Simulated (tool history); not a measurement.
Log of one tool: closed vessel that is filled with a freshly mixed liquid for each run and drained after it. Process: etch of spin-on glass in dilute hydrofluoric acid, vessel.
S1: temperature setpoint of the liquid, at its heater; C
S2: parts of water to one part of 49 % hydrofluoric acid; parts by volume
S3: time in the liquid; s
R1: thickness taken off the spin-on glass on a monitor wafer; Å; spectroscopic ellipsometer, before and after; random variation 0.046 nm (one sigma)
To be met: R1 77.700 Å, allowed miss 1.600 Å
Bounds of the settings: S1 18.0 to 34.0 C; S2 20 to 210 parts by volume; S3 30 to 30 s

run 1 hour=0.0 | S1=26.0 S2=115 S3=30 | R1=92.582
run 2 hour=5.8 | S1=25.0 S2=115 S3=30 | R1=88.373
run 3 hour=11.8 | S1=24.5 S2=115 S3=30 | R1=86.954
run 4 hour=13.2 | S1=24.0 S2=115 S3=30 | R1=85.389
run 5 hour=20.4 | S1=23.5 S2=115 S3=30 | R1=84.425
run 6 hour=23.7 | S1=23.5 S2=115 S3=30 | R1=84.043
run 7 hour=26.3 | S1=23.0 S2=115 S3=30 | R1=82.656
run 8 hour=32.4 | S1=22.5 S2=115 S3=30 | R1=80.520

Which of these 4 next moves meets every target?
run A hour=38.5 | S1=20.5 S2=105 S3=30 | R1=?
run B hour=38.5 | S1=18.0 S2=100 S3=30 | R1=?
run C hour=38.5 | S1=23.5 S2=130 S3=30 | R1=?
run D hour=38.5 | S1=20.5 S2=115 S3=30 | R1=?

move=A R1=81.934
move=B R1=78.020
move=C R1=72.486
move=D R1=73.982
A: further off than the last run
B: meets every target
C: takes the result that was furthest off past its target
D: takes the result that was furthest off past its target
Move B is the one to make.
